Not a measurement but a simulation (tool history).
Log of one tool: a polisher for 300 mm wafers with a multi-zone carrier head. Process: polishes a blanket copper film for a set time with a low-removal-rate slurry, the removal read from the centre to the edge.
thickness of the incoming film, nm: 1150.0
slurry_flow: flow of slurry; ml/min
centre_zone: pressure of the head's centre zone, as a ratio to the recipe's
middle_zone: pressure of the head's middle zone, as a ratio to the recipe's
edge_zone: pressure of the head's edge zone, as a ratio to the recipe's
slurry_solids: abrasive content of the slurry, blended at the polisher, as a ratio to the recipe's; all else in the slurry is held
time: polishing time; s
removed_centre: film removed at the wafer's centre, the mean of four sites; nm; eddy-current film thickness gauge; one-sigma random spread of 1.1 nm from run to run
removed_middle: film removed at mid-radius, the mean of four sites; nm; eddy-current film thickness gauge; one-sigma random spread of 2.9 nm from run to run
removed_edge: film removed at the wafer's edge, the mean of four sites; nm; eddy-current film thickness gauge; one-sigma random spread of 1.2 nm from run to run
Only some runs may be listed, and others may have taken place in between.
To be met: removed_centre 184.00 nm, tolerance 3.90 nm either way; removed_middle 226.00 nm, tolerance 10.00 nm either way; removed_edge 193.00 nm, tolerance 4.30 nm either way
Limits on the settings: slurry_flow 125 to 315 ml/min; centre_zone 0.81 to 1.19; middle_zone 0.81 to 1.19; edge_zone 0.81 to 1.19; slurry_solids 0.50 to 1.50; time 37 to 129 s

run,hour,slurry_flow,centre_zone,middle_zone,edge_zone,slurry_solids,time,removed_centre,removed_middle,removed_edge
1,0.0,205,1.00,1.00,1.00,1.00,83,289.57,296.69,291.96
2,2.0,200,0.97,1.02,0.96,0.85,79,259.29,274.39,267.79
3,8.3,200,0.97,1.02,0.96,0.85,92,300.67,325.78,311.20
4,10.0,200,0.97,1.02,0.96,0.85,74,242.91,257.38,245.73
5,18.0,195,0.94,1.04,0.93,0.75,72,224.87,249.85,233.57
6,19.9,195,0.91,1.04,0.93,0.75,72,217.66,249.07,232.69
7,28.0,190,0.90,1.05,0.90,0.70,70,205.72,245.98,221.27
8,33.5,185,0.90,1.05,0.88,0.65,69,201.79,237.55,214.13
9,37.4,180,0.90,1.06,0.86,0.60,68,193.25,232.50,207.15
10,39.1,175,0.91,1.07,0.85,0.55,68,194.27,236.12,201.67
11,39.8,165,0.91,1.07,0.84,0.55,68,193.58,231.36,203.61
12,42.8,170,0.91,1.07,0.83,0.55,67,193.02,229.31,198.57
13,51.5,165,0.91,1.07,0.82,0.55,67,191.57,222.68,193.96

Which of these 5 next moves meets every target?
A,60.2,125,0.96,1.12,0.86,0.55,67,?,?,?
B,60.2,220,0.87,1.15,0.81,0.50,66,?,?,?
C,60.2,125,0.90,1.08,0.81,0.50,69,?,?,?
D,60.2,190,0.92,1.12,0.81,0.60,62,?,?,?
E,60.2,165,0.98,1.11,0.89,0.55,64,?,?,?

move,removed_centre,removed_middle,removed_edge
A,190.96,231.52,194.15
B,184.57,250.42,195.36
C,182.36,228.88,192.85
D,183.36,230.32,184.80
E,195.52,229.12,194.32
A: nearer than the last run, and not there yet
B: brings the result that was furthest off to its target, and leaves another outside
C: all results in spec
D: brings the result that was furthest off to its target, and leaves another outside
E: the biggest miss grows against the last run
The right move is C.
